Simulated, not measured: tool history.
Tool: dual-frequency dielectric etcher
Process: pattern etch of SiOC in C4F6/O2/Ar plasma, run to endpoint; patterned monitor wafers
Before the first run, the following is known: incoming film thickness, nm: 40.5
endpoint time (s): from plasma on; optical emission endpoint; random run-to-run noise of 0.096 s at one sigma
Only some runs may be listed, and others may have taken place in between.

run    day  bias power (W)  source power (W)  endpoint time (s)
  1      0             485               400             13.536
  2  0.229             485               440             12.832
  3  0.583             555               440             12.224
  4  0.862             509               440             12.799
  5  1.167             435               440             13.625
  6  1.538             435               470             13.275

Run 7 is up next; what results do you expect?
  7  1.621             404               460                  ?

endpoint time (s): 13.846
